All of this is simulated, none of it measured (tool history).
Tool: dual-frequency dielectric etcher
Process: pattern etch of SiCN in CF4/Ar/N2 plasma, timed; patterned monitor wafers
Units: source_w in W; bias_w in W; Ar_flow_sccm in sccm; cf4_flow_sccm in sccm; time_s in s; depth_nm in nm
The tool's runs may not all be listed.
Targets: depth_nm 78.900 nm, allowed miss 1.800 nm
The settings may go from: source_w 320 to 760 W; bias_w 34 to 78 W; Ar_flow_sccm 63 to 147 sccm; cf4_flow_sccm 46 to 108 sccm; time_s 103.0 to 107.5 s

{"run": 1, "hour": 0.0, "source_w": 540, "bias_w": 56, "Ar_flow_sccm": 105, "cf4_flow_sccm": 77, "time_s": 103.0, "depth_nm": 95.218}
{"run": 2, "hour": 1.1, "source_w": 540, "bias_w": 56, "Ar_flow_sccm": 105, "cf4_flow_sccm": 77, "time_s": 103.0, "depth_nm": 95.323}
{"run": 3, "hour": 7.1, "source_w": 540, "bias_w": 49, "Ar_flow_sccm": 105, "cf4_flow_sccm": 77, "time_s": 103.0, "depth_nm": 91.14}
{"run": 4, "hour": 12.7, "source_w": 540, "bias_w": 49, "Ar_flow_sccm": 105, "cf4_flow_sccm": 91, "time_s": 103.0, "depth_nm": 94.081}
{"run": 5, "hour": 14.2, "source_w": 540, "bias_w": 49, "Ar_flow_sccm": 105, "cf4_flow_sccm": 79, "time_s": 103.0, "depth_nm": 91.952}
{"run": 6, "hour": 19.3, "source_w": 520, "bias_w": 49, "Ar_flow_sccm": 105, "cf4_flow_sccm": 79, "time_s": 103.0, "depth_nm": 89.352}
{"run": 7, "hour": 23.5, "source_w": 430, "bias_w": 48, "Ar_flow_sccm": 105, "cf4_flow_sccm": 79, "time_s": 103.0, "depth_nm": 75.74}
{"run": 8, "hour": 29.1, "source_w": 440, "bias_w": 48, "Ar_flow_sccm": 105, "cf4_flow_sccm": 79, "time_s": 103.0, "depth_nm": 76.594}

Which of these 4 next moves meets every target?
{"run": "A", "hour": 34.7, "source_w": 430, "bias_w": 61, "Ar_flow_sccm": 114, "cf4_flow_sccm": 58, "time_s": 106.0, "depth_nm": "?"}
{"run": "B", "hour": 34.7, "source_w": 420, "bias_w": 51, "Ar_flow_sccm": 109, "cf4_flow_sccm": 78, "time_s": 103.0, "depth_nm": "?"}
{"run": "C", "hour": 34.7, "source_w": 440, "bias_w": 41, "Ar_flow_sccm": 123, "cf4_flow_sccm": 79, "time_s": 104.0, "depth_nm": "?"}
{"run": "D", "hour": 34.7, "source_w": 440, "bias_w": 43, "Ar_flow_sccm": 98, "cf4_flow_sccm": 83, "time_s": 103.0, "depth_nm": "?"}

move=A depth_nm=77.656
move=B depth_nm=73.867
move=C depth_nm=71.398
move=D depth_nm=75.526
A: meets every target
B: further off than the last run
C: further off than the last run
D: further off than the last run
Move A is the one to make.

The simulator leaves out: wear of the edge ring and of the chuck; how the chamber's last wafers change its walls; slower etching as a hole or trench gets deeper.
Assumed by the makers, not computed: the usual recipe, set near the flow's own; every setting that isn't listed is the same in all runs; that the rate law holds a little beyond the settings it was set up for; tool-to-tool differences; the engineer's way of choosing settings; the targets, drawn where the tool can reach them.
